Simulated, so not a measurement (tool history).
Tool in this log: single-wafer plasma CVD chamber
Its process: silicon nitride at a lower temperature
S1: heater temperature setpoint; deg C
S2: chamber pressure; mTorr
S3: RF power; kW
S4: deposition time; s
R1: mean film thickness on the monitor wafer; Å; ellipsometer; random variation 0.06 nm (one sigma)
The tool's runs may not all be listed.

{"run": 1, "hour": 0.0, "S1": 345, "S2": 1810, "S3": 0.395, "S4": 16.5, "R1": 237.14}
{"run": 2, "hour": 5.6, "S1": 345, "S2": 1810, "S3": 0.365, "S4": 16.5, "R1": 220.98}
{"run": 3, "hour": 12.6, "S1": 345, "S2": 1810, "S3": 0.365, "S4": 17, "R1": 228.15}
{"run": 4, "hour": 19.5, "S1": 345, "S2": 1880, "S3": 0.37, "S4": 17, "R1": 233.58}
{"run": 5, "hour": 21.5, "S1": 345, "S2": 1880, "S3": 0.395, "S4": 17, "R1": 248.18}
{"run": 6, "hour": 27.0, "S1": 345, "S2": 1880, "S3": 0.395, "S4": 17, "R1": 247.66}
{"hour": 34.7, "done": "capacitance manometer re-zeroed and calibrated"}
{"run": 7, "hour": 34.7, "S1": 345, "S2": 1930, "S3": 0.395, "S4": 17, "R1": 256.07}
{"run": 8, "hour": 40.2, "S1": 345, "S2": 1950, "S3": 0.395, "S4": 17, "R1": 256.6}

Forecast run 9:
{"run": 9, "hour": 47.5, "S1": 345, "S2": 1970, "S3": 0.395, "S4": 17, "R1": "?"}

{"run 9": {"R1": 257.39}}

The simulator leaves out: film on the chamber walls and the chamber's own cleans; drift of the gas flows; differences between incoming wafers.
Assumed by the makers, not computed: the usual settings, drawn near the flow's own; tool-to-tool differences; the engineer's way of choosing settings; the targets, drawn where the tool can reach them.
